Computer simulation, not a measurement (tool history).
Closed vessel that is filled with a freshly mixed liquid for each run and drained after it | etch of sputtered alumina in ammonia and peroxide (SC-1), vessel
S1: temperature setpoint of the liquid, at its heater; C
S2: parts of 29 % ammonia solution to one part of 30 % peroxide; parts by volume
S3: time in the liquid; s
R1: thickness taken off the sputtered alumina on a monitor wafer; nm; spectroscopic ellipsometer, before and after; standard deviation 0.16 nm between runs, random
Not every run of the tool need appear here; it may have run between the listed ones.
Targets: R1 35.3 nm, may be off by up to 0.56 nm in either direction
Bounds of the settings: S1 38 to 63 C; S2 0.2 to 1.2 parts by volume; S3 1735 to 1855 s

run,hour,S1,S2,S3,R1
1,0,47,0.75,1735,47.254
2,3.1,44.5,0.75,1735,40.868
3,8.3,49.5,0.75,1735,54.532
4,13.7,49.5,0.75,1855,58.336
5,15.7,48,0.75,1855,53.008
6,24.1,48,0.9,1855,54.269
7,29.8,47,0.9,1855,51.192
8,31.5,39,0.9,1855,32.444
9,35.5,40,0.9,1855,34.128

Next run, 5 choices. One meets every target within its allowed miss, the rest don't. Which?
A,39.5,39.5,0.7,1840,?
B,39.5,40.5,1.2,1795,?
C,39.5,40,0.65,1850,?
D,39.5,40,0.9,1795,?
E,39.5,39,0.95,1840,?

move,R1
A,32.373
B,35.27
C,33.289
D,33.318
E,32.358
A: moves away from the targets compared with the last run
B: each result inside its tolerance
C: moves away from the targets compared with the last run
D: moves away from the targets compared with the last run
E: moves away from the targets compared with the last run
The right move is B.
